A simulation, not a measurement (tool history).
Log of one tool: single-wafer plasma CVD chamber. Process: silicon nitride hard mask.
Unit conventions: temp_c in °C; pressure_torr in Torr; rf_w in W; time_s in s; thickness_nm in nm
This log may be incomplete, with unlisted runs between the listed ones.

run	hour	temp_c	pressure_torr	rf_w	time_s	thickness_nm
1	0	385	1.57	330	24.3	28.767
2	1.5	385	1.57	330	25	29.442
3	6.1	385	1.5	325	25	28.974
4	9.6	394	1.5	325	25	28.94
5	11.6	394	1.5	325	24.3	28.27
6	15.6	394	1.44	325	24.3	27.925
7	22.1	394	1.39	325	24.3	27.721
8	24.1	394	1.34	325	24.3	27.556
9	28.8	394	1.3	325	24.3	27.356

Predict the results of run 10:
10	32.6	394	1.26	325	24.3	?

For run 10 the tool returned thickness_nm 27.032 nm.
